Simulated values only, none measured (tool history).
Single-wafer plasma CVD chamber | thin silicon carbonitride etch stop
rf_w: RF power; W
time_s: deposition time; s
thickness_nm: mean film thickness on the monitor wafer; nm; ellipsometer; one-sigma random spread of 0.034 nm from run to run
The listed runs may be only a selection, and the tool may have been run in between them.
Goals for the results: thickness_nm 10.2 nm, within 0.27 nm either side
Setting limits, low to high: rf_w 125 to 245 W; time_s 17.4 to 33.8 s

| run | day | rf_w | time_s | thickness_nm |
|---|---|---|---|---|
| 1 | 0 | 185 | 25.6 | 12.986 |
| 2 | 0.088 | 195 | 25.6 | 13.186 |
| 3 | 0.438 | 195 | 27.8 | 14.382 |
| 4 | 0.712 | 190 | 26.4 | 13.474 |
| 5 | 0.875 | 185 | 25.3 | 12.797 |
| 6 | 0.979 | 180 | 24.4 | 12.251 |
| 7 | 1.025 | 150 | 20.3 | 9.6254 |
| 8 | 1.146 | 155 | 20.4 | 9.7614 |
| 9 | 1.254 | 155 | 20.5 | 9.7616 |
| 10 | 1.538 | 155 | 20.6 | 9.8628 |
| 11 | 1.667 | 155 | 20.7 | 9.9222 |
| 12 | 1.95 | 155 | 20.8 | 9.937 |
| 13 | 2.279 | 155 | 20.8 | 9.9043 |

Which one of the following 5 next-run settings gets every result inside its allowed miss? There is exactly one.
| A | 2.608 | 125 | 23.1 | ? |
| B | 2.608 | 145 | 20.7 | ? |
| C | 2.608 | 145 | 20.6 | ? |
| D | 2.608 | 125 | 21.6 | ? |
| E | 2.608 | 150 | 20.1 | ? |

| move | thickness_nm |
|---|---|
| A | 10.268 |
| B | 9.6499 |
| C | 9.6033 |
| D | 9.6016 |
| E | 9.472 |
A: hits every target within its allowed miss
B: misses by more than the last run did
C: misses by more than the last run did
D: misses by more than the last run did
E: misses by more than the last run did
So the answer is move A, the one that meets all the targets.
